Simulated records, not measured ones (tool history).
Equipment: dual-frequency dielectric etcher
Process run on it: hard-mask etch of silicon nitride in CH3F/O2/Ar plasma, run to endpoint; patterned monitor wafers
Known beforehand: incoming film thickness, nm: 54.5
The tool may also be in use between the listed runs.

run 1 day=0 | source_power_(W)=530 bias_power_(W)=100 | endpoint_time_(s)=62.427
run 2 day=0.088 | source_power_(W)=530 bias_power_(W)=86 | endpoint_time_(s)=66.647
run 3 day=0.233 | source_power_(W)=560 bias_power_(W)=90 | endpoint_time_(s)=64.088
run 4 day=0.425 | source_power_(W)=490 bias_power_(W)=90 | endpoint_time_(s)=69.156
run 5 day=0.471 | source_power_(W)=520 bias_power_(W)=91 | endpoint_time_(s)=66.259
run 6 day=0.512 | source_power_(W)=520 bias_power_(W)=102 | endpoint_time_(s)=63.579
run 7 day=0.804 | source_power_(W)=520 bias_power_(W)=102 | endpoint_time_(s)=63.281
-- day=0.9 bias power generator calibrated
run 8 day=0.9 | source_power_(W)=550 bias_power_(W)=103 | endpoint_time_(s)=60.845

Run 9, settings as shown, results not yet in. Your forecast:
run 9 day=1.046 | source_power_(W)=570 bias_power_(W)=104 | endpoint_time_(s)=?

endpoint time (s): 59.74
